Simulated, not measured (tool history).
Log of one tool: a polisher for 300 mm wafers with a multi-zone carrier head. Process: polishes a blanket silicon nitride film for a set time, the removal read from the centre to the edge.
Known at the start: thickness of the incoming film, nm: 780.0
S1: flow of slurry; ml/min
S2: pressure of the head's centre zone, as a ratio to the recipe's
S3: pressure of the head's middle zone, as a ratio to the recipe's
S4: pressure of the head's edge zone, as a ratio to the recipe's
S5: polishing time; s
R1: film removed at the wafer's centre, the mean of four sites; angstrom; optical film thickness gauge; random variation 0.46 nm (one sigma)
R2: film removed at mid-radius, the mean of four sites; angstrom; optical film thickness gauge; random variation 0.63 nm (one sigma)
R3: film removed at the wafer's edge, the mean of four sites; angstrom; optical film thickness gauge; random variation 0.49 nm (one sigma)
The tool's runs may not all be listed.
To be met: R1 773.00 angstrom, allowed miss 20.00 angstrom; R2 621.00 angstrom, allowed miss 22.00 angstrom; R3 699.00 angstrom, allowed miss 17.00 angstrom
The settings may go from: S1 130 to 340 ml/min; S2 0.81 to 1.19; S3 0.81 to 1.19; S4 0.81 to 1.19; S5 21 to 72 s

{"run": 1, "hour": 0.0, "S1": 220, "S2": 1.0, "S3": 1.0, "S4": 1.0, "S5": 46, "R1": 1211.2, "R2": 1167.0, "R3": 1179.5}
{"run": 2, "hour": 0.8, "S1": 210, "S2": 1.01, "S3": 0.95, "S4": 0.97, "S5": 40, "R1": 1052.8, "R2": 982.2, "R3": 1021.7}
{"run": 3, "hour": 1.8, "S1": 210, "S2": 1.03, "S3": 0.92, "S4": 0.95, "S5": 35, "R1": 929.68, "R2": 833.66, "R3": 877.94}
{"run": 4, "hour": 4.4, "S1": 210, "S2": 1.03, "S3": 0.92, "S4": 1.03, "S5": 35, "R1": 933.7, "R2": 824.21, "R3": 920.04}
{"run": 5, "hour": 7.1, "S1": 205, "S2": 1.04, "S3": 0.89, "S4": 1.0, "S5": 33, "R1": 898.73, "R2": 758.86, "R3": 853.88}
{"run": 6, "hour": 12.1, "S1": 195, "S2": 1.04, "S3": 0.87, "S4": 0.97, "S5": 32, "R1": 854.62, "R2": 711.14, "R3": 803.07}
{"run": 7, "hour": 15.1, "S1": 195, "S2": 1.04, "S3": 0.87, "S4": 0.97, "S5": 32, "R1": 862.26, "R2": 715.7, "R3": 799.27}
{"run": 8, "hour": 23.1, "S1": 180, "S2": 1.03, "S3": 0.85, "S4": 0.95, "S5": 32, "R1": 828.03, "R2": 695.94, "R3": 790.42}
{"run": 9, "hour": 28.9, "S1": 170, "S2": 1.04, "S3": 0.84, "S4": 0.93, "S5": 31, "R1": 809.11, "R2": 671.66, "R3": 751.42}
{"run": 10, "hour": 30.5, "S1": 165, "S2": 1.04, "S3": 0.83, "S4": 0.92, "S5": 31, "R1": 808.6, "R2": 653.7, "R3": 737.65}
{"run": 11, "hour": 37.4, "S1": 160, "S2": 1.04, "S3": 0.82, "S4": 0.91, "S5": 31, "R1": 789.59, "R2": 629.66, "R3": 741.13}
{"run": 12, "hour": 43.4, "S1": 155, "S2": 1.04, "S3": 0.82, "S4": 0.89, "S5": 31, "R1": 786.29, "R2": 626.84, "R3": 726.44}
{"run": 13, "hour": 52.4, "S1": 150, "S2": 1.04, "S3": 0.82, "S4": 0.87, "S5": 31, "R1": 777.28, "R2": 626.35, "R3": 724.82}
{"run": 14, "hour": 56.2, "S1": 150, "S2": 1.06, "S3": 0.83, "S4": 0.82, "S5": 30, "R1": 766.71, "R2": 612.29, "R3": 677.83}

5 next moves are on the table. One of them brings every result within its allowed miss. Which?
{"run": "A", "hour": 60.0, "S1": 130, "S2": 1.12, "S3": 0.84, "S4": 0.81, "S5": 30, "R1": "?", "R2": "?", "R3": "?"}
{"run": "B", "hour": 60.0, "S1": 180, "S2": 1.09, "S3": 0.85, "S4": 0.81, "S5": 28, "R1": "?", "R2": "?", "R3": "?"}
{"run": "C", "hour": 60.0, "S1": 155, "S2": 1.1, "S3": 0.81, "S4": 0.85, "S5": 29, "R1": "?", "R2": "?", "R3": "?"}
{"run": "D", "hour": 60.0, "S1": 175, "S2": 1.15, "S3": 0.9, "S4": 0.81, "S5": 28, "R1": "?", "R2": "?", "R3": "?"}
{"run": "E", "hour": 60.0, "S1": 130, "S2": 1.07, "S3": 0.85, "S4": 0.87, "S5": 31, "R1": "?", "R2": "?", "R3": "?"}

move=A R1=783.12 R2=609.08 R3=661.87
move=B R1=772.75 R2=617.42 R3=649.56
move=C R1=779.50 R2=595.85 R3=672.72
move=D R1=810.74 R2=643.45 R3=646.57
move=E R1=772.91 R2=635.64 R3=705.86
A: further off than the last run
B: further off than the last run
C: further off than the last run
D: further off than the last run
E: meets every target
Move E is the one to make.
